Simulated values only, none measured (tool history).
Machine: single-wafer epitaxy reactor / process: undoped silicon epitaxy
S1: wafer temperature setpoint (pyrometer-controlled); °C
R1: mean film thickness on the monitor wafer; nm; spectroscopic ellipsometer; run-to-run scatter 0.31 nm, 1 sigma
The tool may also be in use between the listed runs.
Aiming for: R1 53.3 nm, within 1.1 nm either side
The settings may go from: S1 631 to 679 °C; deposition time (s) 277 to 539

run 1 hour=0 | S1=655 deposition_time_(s)=408 | R1=70.046
run 2 hour=7.3 | S1=659 deposition_time_(s)=408 | R1=77.709
run 3 hour=10.2 | S1=656 deposition_time_(s)=408 | R1=72.002
run 4 hour=18.7 | S1=656 deposition_time_(s)=385 | R1=66.956
-- hour=20.1 pyrometer calibrated
run 5 hour=20.1 | S1=654 deposition_time_(s)=385 | R1=73.497
run 6 hour=21.9 | S1=654 deposition_time_(s)=326 | R1=62.987
run 7 hour=29.2 | S1=654 deposition_time_(s)=326 | R1=63.356
run 8 hour=33.1 | S1=652 deposition_time_(s)=325 | R1=59.394
run 9 hour=34.1 | S1=651 deposition_time_(s)=325 | R1=58.321
run 10 hour=41.4 | S1=650 deposition_time_(s)=325 | R1=57.145
run 11 hour=43 | S1=649 deposition_time_(s)=325 | R1=55.288

Of the 4 settings listed for the next run, only one would bring every result within its allowed miss of target. Which one?
run A hour=44.6 | S1=653 deposition_time_(s)=307 | R1=?
run B hour=44.6 | S1=646 deposition_time_(s)=338 | R1=?
run C hour=44.6 | S1=643 deposition_time_(s)=378 | R1=?
run D hour=44.6 | S1=651 deposition_time_(s)=314 | R1=?

move=A R1=57.978
move=B R1=53.897
move=C R1=56.011
move=D R1=56.518
A: lands further from the targets than the last run did
B: all results in spec
C: lands further from the targets than the last run did
D: lands further from the targets than the last run did
Move B is the one to make.

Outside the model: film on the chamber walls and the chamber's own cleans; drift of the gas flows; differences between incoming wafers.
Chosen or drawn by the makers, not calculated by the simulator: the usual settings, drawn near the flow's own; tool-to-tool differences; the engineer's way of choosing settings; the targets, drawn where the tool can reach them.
